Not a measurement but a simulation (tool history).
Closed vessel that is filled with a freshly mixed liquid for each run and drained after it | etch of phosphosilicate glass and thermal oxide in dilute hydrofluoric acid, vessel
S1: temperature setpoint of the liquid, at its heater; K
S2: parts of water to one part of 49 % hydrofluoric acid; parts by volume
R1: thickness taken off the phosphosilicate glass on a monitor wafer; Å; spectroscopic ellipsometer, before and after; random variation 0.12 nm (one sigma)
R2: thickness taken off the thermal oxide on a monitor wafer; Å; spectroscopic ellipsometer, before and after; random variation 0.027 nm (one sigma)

{"run": 1, "hour": 0.0, "S1": 295.15, "S2": 145, "time in the liquid (s)": 60, "R1": 407.71, "R2": 15.539}
{"run": 2, "hour": 0.6, "S1": 294.15, "S2": 145, "time in the liquid (s)": 60, "R1": 394.23, "R2": 15.169}
{"run": 3, "hour": 5.1, "S1": 293.15, "S2": 145, "time in the liquid (s)": 60, "R1": 376.73, "R2": 14.727}
{"run": 4, "hour": 8.5, "S1": 293.15, "S2": 145, "time in the liquid (s)": 80, "R1": 500.68, "R2": 18.7}
{"run": 5, "hour": 15.8, "S1": 293.15, "S2": 95, "time in the liquid (s)": 80, "R1": 808.33, "R2": 30.531}
{"run": 6, "hour": 19.6, "S1": 292.65, "S2": 115, "time in the liquid (s)": 80, "R1": 639.56, "R2": 24.741}
{"run": 7, "hour": 26.8, "S1": 292.15, "S2": 130, "time in the liquid (s)": 80, "R1": 544.39, "R2": 20.628}
{"run": 8, "hour": 27.8, "S1": 291.65, "S2": 140, "time in the liquid (s)": 80, "R1": 491.66, "R2": 19.596}
{"run": 9, "hour": 33.5, "S1": 291.65, "S2": 150, "time in the liquid (s)": 80, "R1": 457.91, "R2": 17.856}
{"run": 10, "hour": 36.6, "S1": 291.65, "S2": 160, "time in the liquid (s)": 80, "R1": 421.43, "R2": 15.407}
{"run": 11, "hour": 41.7, "S1": 291.15, "S2": 165, "time in the liquid (s)": 80, "R1": 398.9, "R2": 15.006}

Predict the results of run 12:
{"run": 12, "hour": 46.2, "S1": 291.15, "S2": 170, "time in the liquid (s)": 80, "R1": "?", "R2": "?"}

Run 12 gave R1 385.64 Å, R2 14.959 Å.

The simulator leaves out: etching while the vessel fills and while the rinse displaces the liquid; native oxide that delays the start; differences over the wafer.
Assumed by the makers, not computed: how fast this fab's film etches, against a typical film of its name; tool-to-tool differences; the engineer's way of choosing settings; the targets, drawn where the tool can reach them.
